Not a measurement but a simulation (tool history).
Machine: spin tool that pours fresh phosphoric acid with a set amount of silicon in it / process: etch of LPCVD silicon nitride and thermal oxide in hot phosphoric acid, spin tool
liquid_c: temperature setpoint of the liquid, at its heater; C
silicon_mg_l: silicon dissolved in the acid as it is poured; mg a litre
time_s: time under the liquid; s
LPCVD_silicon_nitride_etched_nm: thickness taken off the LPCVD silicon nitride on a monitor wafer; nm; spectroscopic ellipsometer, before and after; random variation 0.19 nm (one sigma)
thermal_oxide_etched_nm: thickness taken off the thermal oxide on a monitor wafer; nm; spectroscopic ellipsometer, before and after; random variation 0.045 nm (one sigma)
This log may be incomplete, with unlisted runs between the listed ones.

run	day	liquid_c	silicon_mg_l	time_s	LPCVD_silicon_nitride_etched_nm	thermal_oxide_etched_nm
1	0	161	18.5	125	10.919	0.24877
2	0.125	162	18.5	125	11.435	0.28411
3	0.167	162	24	125	11.489	0.27543
4	0.229	164	24	125	11.842	0.29801
5	0.579	164	24.5	140	13.568	0.34893
6	0.717	162.5	24.5	140	12.938	0.29259
7	0.983	162.5	24.5	140	12.965	0.32831
8	1.329	165	29.5	200	19.909	0.40163

Run 9 comes next. What will it give?
9	1.479	165	28	205	?	?

LPCVD_silicon_nitride_etched_nm: 20.474 nm
thermal_oxide_etched_nm: 0.42124 nm

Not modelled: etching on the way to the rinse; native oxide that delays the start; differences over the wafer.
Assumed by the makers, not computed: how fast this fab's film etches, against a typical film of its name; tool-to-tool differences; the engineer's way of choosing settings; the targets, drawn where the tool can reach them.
